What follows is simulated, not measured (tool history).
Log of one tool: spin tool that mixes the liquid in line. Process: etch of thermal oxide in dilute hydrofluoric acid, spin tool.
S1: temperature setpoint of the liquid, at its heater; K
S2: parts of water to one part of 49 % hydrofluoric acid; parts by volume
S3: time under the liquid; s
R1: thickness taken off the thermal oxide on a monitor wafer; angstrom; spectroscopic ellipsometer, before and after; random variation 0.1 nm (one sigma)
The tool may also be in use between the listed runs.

run  hour      S1   S2   S3      R1
  1     0  295.15  265  305  45.486
  2   2.4  292.15  265  305   40.94
  3   5.4  293.15  255  305  45.614
  4  14.4  294.15  245  305  47.588
  5  20.3  294.15  245  325  51.329
  6  26.2  294.15  245  305  48.537
  7  27.4  295.15  235  305  52.565
  8    30  296.15  230  305   57.35

Run 9 comes next. What will it give?
  9  35.3  296.15  230  305   ?

Run 9 gave R1 56.183 angstrom.
